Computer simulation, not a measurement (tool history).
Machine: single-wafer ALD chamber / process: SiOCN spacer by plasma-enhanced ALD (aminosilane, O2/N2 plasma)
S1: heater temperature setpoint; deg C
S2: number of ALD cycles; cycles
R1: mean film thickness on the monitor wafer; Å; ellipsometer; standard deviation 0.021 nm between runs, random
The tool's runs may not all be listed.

run 1 day=0.000 | S1=415 S2=59 | R1=33.558
run 2 day=0.046 | S1=415 S2=51 | R1=29.034
run 3 day=0.188 | S1=410 S2=51 | R1=29.437
run 4 day=0.458 | S1=407 S2=55 | R1=32.207
run 5 day=0.642 | S1=414 S2=55 | R1=31.442
run 6 day=0.762 | S1=409 S2=55 | R1=32.135
run 7 day=1.017 | S1=405 S2=57 | R1=33.311
run 8 day=1.192 | S1=403 S2=59 | R1=35.374
run 9 day=1.212 | S1=401 S2=60 | R1=35.751
run 10 day=1.408 | S1=400 S2=61 | R1=36.141
run 11 day=1.433 | S1=399 S2=62 | R1=37.321
run 12 day=1.708 | S1=398 S2=63 | R1=37.914
run 13 day=2.038 | S1=397 S2=63 | R1=37.487

What does the tool deliver on the next run?
run 14 day=2.312 | S1=397 S2=64 | R1=?

R1: 38.229 Å

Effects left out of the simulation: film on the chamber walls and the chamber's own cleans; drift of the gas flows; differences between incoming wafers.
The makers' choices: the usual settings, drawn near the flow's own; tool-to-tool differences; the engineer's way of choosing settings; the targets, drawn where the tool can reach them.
